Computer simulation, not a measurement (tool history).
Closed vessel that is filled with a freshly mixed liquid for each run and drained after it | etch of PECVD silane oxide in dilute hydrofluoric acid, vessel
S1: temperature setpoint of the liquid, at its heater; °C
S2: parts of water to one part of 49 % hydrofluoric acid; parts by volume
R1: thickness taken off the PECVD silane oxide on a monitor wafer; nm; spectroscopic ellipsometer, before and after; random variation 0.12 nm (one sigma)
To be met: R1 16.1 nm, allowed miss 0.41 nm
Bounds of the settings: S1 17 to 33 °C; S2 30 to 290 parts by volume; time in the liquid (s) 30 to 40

run 1 hour=0 | S1=25 S2=160 time_in_the_liquid_(s)=40 | R1=11.279
run 2 hour=5.8 | S1=22 S2=160 time_in_the_liquid_(s)=40 | R1=10.144
run 3 hour=14.1 | S1=23.5 S2=160 time_in_the_liquid_(s)=40 | R1=10.674
run 4 hour=16.4 | S1=23.5 S2=130 time_in_the_liquid_(s)=40 | R1=13.601
run 5 hour=23 | S1=24 S2=130 time_in_the_liquid_(s)=40 | R1=13.813
run 6 hour=29.9 | S1=26 S2=130 time_in_the_liquid_(s)=40 | R1=14.805
run 7 hour=32.2 | S1=26.5 S2=130 time_in_the_liquid_(s)=40 | R1=15.28
run 8 hour=33 | S1=27 S2=130 time_in_the_liquid_(s)=40 | R1=15.512

4 next moves are on the table. One of them brings every result within its allowed miss. Which?
run A hour=33.8 | S1=24.5 S2=130 time_in_the_liquid_(s)=40 | R1=?
run B hour=33.8 | S1=26.5 S2=125 time_in_the_liquid_(s)=40 | R1=?
run C hour=33.8 | S1=28 S2=140 time_in_the_liquid_(s)=40 | R1=?
run D hour=33.8 | S1=29 S2=145 time_in_the_liquid_(s)=40 | R1=?

move=A R1=14.143
move=B R1=15.977
move=C R1=14.807
move=D R1=14.736
A: further off than the last run
B: meets every target
C: further off than the last run
D: further off than the last run
Answer: B

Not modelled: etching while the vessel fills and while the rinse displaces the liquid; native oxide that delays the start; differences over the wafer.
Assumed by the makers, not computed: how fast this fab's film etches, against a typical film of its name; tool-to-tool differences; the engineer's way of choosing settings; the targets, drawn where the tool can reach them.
